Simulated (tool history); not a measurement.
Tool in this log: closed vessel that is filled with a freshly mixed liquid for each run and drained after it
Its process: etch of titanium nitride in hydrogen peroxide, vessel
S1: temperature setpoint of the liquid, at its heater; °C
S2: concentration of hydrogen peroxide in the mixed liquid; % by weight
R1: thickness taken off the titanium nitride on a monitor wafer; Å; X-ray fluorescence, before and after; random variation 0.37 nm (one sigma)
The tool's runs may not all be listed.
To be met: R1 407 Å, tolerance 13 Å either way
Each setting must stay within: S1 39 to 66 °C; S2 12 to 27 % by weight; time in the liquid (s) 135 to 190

run 1 hour=0 | S1=55 S2=18 time_in_the_liquid_(s)=190 | R1=219.3
run 2 hour=6.1 | S1=60.5 S2=18 time_in_the_liquid_(s)=190 | R1=319
run 3 hour=12.2 | S1=66 S2=18 time_in_the_liquid_(s)=190 | R1=461.33
run 4 hour=18.3 | S1=59 S2=18 time_in_the_liquid_(s)=190 | R1=287.44
run 5 hour=27.5 | S1=59 S2=15.5 time_in_the_liquid_(s)=190 | R1=278.29
run 6 hour=35.9 | S1=59 S2=15.5 time_in_the_liquid_(s)=135 | R1=198.16
run 7 hour=40.9 | S1=61.5 S2=17 time_in_the_liquid_(s)=135 | R1=241.62
run 8 hour=43.2 | S1=61.5 S2=17 time_in_the_liquid_(s)=135 | R1=241.32
run 9 hour=51.6 | S1=63 S2=19.5 time_in_the_liquid_(s)=140 | R1=284.26
run 10 hour=58.8 | S1=64 S2=19.5 time_in_the_liquid_(s)=155 | R1=331.09
run 11 hour=63.3 | S1=64.5 S2=20 time_in_the_liquid_(s)=160 | R1=357.94
run 12 hour=71.6 | S1=64.5 S2=20 time_in_the_liquid_(s)=160 | R1=361.15
run 13 hour=77.6 | S1=65 S2=20.5 time_in_the_liquid_(s)=160 | R1=376.13
run 14 hour=81.5 | S1=65.5 S2=20.5 time_in_the_liquid_(s)=160 | R1=385.94

Which of these 4 next moves meets every target?
run A hour=85.4 | S1=65 S2=24.5 time_in_the_liquid_(s)=155 | R1=?
run B hour=85.4 | S1=65.5 S2=16.5 time_in_the_liquid_(s)=165 | R1=?
run C hour=85.4 | S1=65 S2=19.5 time_in_the_liquid_(s)=175 | R1=?
run D hour=85.4 | S1=65.5 S2=23 time_in_the_liquid_(s)=150 | R1=?

move=A R1=378.26
move=B R1=382.32
move=C R1=406.54
move=D R1=373.16
A: the biggest miss grows against the last run
B: the biggest miss grows against the last run
C: hits every target within its allowed miss
D: the biggest miss grows against the last run
Move C is the one to make.
